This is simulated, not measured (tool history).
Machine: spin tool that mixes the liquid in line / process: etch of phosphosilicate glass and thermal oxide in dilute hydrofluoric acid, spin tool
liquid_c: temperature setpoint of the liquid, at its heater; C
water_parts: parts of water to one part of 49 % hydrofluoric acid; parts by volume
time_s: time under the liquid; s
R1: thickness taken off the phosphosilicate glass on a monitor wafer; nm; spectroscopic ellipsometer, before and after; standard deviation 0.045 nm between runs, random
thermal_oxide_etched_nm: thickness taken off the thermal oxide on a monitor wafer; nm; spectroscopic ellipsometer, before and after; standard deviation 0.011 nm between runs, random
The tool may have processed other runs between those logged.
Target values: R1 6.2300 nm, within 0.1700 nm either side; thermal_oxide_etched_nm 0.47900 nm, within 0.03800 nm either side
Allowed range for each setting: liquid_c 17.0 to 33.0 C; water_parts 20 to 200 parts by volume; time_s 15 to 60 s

run 1 hour=0.0 | liquid_c=25.0 water_parts=110 time_s=30 | R1=16.6370 thermal_oxide_etched_nm=1.33970
run 2 hour=8.4 | liquid_c=27.5 water_parts=110 time_s=30 | R1=18.2280 thermal_oxide_etched_nm=1.39850
run 3 hour=13.8 | liquid_c=26.5 water_parts=130 time_s=30 | R1=14.5300 thermal_oxide_etched_nm=1.12870
run 4 hour=20.7 | liquid_c=24.0 water_parts=130 time_s=30 | R1=13.2960 thermal_oxide_etched_nm=1.01680
run 5 hour=24.0 | liquid_c=22.5 water_parts=145 time_s=30 | R1=10.9000 thermal_oxide_etched_nm=0.85157
run 6 hour=27.6 | liquid_c=21.5 water_parts=155 time_s=30 | R1=9.6763 thermal_oxide_etched_nm=0.79605
run 7 hour=32.0 | liquid_c=21.5 water_parts=165 time_s=30 | R1=9.2041 thermal_oxide_etched_nm=0.70345
run 8 hour=39.2 | liquid_c=20.5 water_parts=170 time_s=30 | R1=8.3598 thermal_oxide_etched_nm=0.62572
run 9 hour=41.4 | liquid_c=17.5 water_parts=190 time_s=30 | R1=6.6314 thermal_oxide_etched_nm=0.51148

Exercise: of the 4 proposed moves below, exactly one satisfies all targets within the stated allowed misses. Which move is it?
run A hour=43.6 | liquid_c=18.0 water_parts=190 time_s=30 | R1=? thermal_oxide_etched_nm=?
run B hour=43.6 | liquid_c=17.0 water_parts=195 time_s=30 | R1=? thermal_oxide_etched_nm=?
run C hour=43.6 | liquid_c=17.5 water_parts=200 time_s=35 | R1=? thermal_oxide_etched_nm=?
run D hour=43.6 | liquid_c=18.5 water_parts=125 time_s=20 | R1=? thermal_oxide_etched_nm=?

move=A R1=6.7277 thermal_oxide_etched_nm=0.48738
move=B R1=6.2674 thermal_oxide_etched_nm=0.45404
move=C R1=7.2419 thermal_oxide_etched_nm=0.52463
move=D R1=7.4072 thermal_oxide_etched_nm=0.53660
A: moves away from the targets compared with the last run
B: every result within its allowed miss
C: moves away from the targets compared with the last run
D: moves away from the targets compared with the last run
So the answer is move B, the one that meets all the targets.

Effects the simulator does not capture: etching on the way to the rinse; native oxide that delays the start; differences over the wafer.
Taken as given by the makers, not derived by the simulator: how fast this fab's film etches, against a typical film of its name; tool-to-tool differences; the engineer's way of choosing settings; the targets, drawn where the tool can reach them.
